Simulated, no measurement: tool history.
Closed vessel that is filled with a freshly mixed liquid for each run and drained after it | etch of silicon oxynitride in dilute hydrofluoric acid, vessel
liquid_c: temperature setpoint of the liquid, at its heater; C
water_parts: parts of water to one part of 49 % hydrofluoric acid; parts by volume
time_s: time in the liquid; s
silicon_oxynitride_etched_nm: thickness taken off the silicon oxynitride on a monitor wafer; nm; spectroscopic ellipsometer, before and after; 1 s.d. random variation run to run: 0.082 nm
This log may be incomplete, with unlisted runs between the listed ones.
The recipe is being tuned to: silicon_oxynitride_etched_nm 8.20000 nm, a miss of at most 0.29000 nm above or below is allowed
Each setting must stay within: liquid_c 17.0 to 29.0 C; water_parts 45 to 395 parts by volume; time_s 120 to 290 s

{"run": 1, "hour": 0.0, "liquid_c": 21.0, "water_parts": 220, "time_s": 290, "silicon_oxynitride_etched_nm": 2.4968}
{"run": 2, "hour": 8.1, "liquid_c": 21.0, "water_parts": 220, "time_s": 120, "silicon_oxynitride_etched_nm": 1.0184}
{"run": 3, "hour": 11.5, "liquid_c": 19.5, "water_parts": 220, "time_s": 120, "silicon_oxynitride_etched_nm": 0.96099}
{"run": 4, "hour": 12.9, "liquid_c": 19.5, "water_parts": 280, "time_s": 120, "silicon_oxynitride_etched_nm": 0.72357}
{"run": 5, "hour": 20.6, "liquid_c": 17.0, "water_parts": 280, "time_s": 120, "silicon_oxynitride_etched_nm": 0.64842}
{"run": 6, "hour": 23.3, "liquid_c": 17.0, "water_parts": 280, "time_s": 290, "silicon_oxynitride_etched_nm": 1.5793}
{"hour": 31.1, "done": "thermometer replaced"}
{"run": 7, "hour": 31.1, "liquid_c": 17.0, "water_parts": 245, "time_s": 290, "silicon_oxynitride_etched_nm": 1.9937}
{"run": 8, "hour": 38.5, "liquid_c": 21.0, "water_parts": 155, "time_s": 290, "silicon_oxynitride_etched_nm": 3.9842}
{"run": 9, "hour": 43.5, "liquid_c": 20.5, "water_parts": 145, "time_s": 290, "silicon_oxynitride_etched_nm": 4.1843}
{"run": 10, "hour": 51.2, "liquid_c": 20.0, "water_parts": 135, "time_s": 290, "silicon_oxynitride_etched_nm": 4.4432}

Consider the 4 candidate settings below. Which is the only one whose results all fall within their allowed miss of target?
{"run": "A", "hour": 58.9, "liquid_c": 21.0, "water_parts": 75, "time_s": 270, "silicon_oxynitride_etched_nm": "?"}
{"run": "B", "hour": 58.9, "liquid_c": 21.0, "water_parts": 65, "time_s": 250, "silicon_oxynitride_etched_nm": "?"}
{"run": "C", "hour": 58.9, "liquid_c": 23.0, "water_parts": 80, "time_s": 290, "silicon_oxynitride_etched_nm": "?"}
{"run": "D", "hour": 58.9, "liquid_c": 21.0, "water_parts": 70, "time_s": 270, "silicon_oxynitride_etched_nm": "?"}

move=A silicon_oxynitride_etched_nm=8.19020
move=B silicon_oxynitride_etched_nm=8.81660
move=C silicon_oxynitride_etched_nm=9.05540
move=D silicon_oxynitride_etched_nm=8.80850
A: all results in spec
B: moves the result that the last run missed by most past its target, out the other side
C: moves the result that the last run missed by most past its target, out the other side
D: moves the result that the last run missed by most past its target, out the other side
Move A is the one to make.
